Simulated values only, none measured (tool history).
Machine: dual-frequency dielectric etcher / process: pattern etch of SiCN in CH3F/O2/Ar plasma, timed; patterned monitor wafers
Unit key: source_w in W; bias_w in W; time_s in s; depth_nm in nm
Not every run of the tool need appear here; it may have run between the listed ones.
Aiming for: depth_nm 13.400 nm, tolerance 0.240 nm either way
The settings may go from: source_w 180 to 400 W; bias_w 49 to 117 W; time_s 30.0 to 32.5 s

run  hour  source_w  bias_w  time_s  depth_nm
  1   0.0       290      83    32.5    11.015
  2   0.8       290      97    32.5    12.011
  3   9.1       250      97    32.5    11.230
  4  11.5       250      97    30.0    10.381
  5  18.2       250      97    32.5    11.131
  6  26.9       250     104    32.5    11.698
  7  32.4       270     105    32.5    12.199
  8  35.9       270     105    32.5    12.136
  9  40.7       290     106    32.5    12.603
 10  42.2       300     106    32.5    12.883
 11  45.9       300     106    32.5    12.806

Pick the move, out of 4, that brings all results within their allowed miss; only one does.
  A  49.6       360     106    30.0         ?
  B  49.6       340     105    32.5         ?
  C  49.6       310     112    31.5         ?
  D  49.6       310     103    32.5         ?

move  depth_nm
   A    12.870
   B    13.539
   C    13.064
   D    12.877
A: gains on the last run, yet a result remains outside its allowed miss
B: every result lands within tolerance
C: gains on the last run, yet a result remains outside its allowed miss
D: gains on the last run, yet a result remains outside its allowed miss
B is the move that brings every result within its allowed miss.
